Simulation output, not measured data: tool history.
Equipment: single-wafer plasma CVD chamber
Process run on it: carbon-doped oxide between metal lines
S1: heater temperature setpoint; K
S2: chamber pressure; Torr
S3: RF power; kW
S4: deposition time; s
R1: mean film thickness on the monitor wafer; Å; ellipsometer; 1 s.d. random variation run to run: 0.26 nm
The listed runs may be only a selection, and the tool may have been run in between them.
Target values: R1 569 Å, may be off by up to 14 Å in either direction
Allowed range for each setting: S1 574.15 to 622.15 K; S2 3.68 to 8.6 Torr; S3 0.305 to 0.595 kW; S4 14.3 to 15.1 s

run	hour	S1	S2	S3	S4	R1
1	0	598.15	6.14	0.45	15.1	729.6
2	4.1	598.15	6.84	0.45	15.1	726.21
3	5.7	598.15	7.24	0.45	15.1	733.49
4	10	598.15	7.24	0.48	15.1	767.2
5	13.6	598.15	7.24	0.48	14.3	722.78
6	19.3	598.15	8.11	0.48	14.3	725.67
7	24.9	603.15	8.12	0.435	14.3	675.88
8	33.4	606.15	8.08	0.4	14.3	628.54
9	39.7	609.15	8.05	0.385	14.3	609.68
10	45.2	611.15	8.02	0.375	14.3	592.14
11	50.6	613.15	7.99	0.37	14.3	584.86

Which one of the following 5 next-run settings gets every result inside its allowed miss? There is exactly one.
A	56	622.15	7.82	0.405	14.3	?
B	56	603.15	7.42	0.36	14.9	?
C	56	617.15	7.35	0.33	15.1	?
D	56	588.15	8.6	0.315	15.1	?
E	56	609.15	8.59	0.375	14.3	?

move	R1
A	599.05
B	613.54
C	560.23
D	611.51
E	598.24
A: misses by more than the last run did
B: misses by more than the last run did
C: all results land within tolerance of their targets
D: misses by more than the last run did
E: misses by more than the last run did
So the answer is move C, the one that meets all the targets.

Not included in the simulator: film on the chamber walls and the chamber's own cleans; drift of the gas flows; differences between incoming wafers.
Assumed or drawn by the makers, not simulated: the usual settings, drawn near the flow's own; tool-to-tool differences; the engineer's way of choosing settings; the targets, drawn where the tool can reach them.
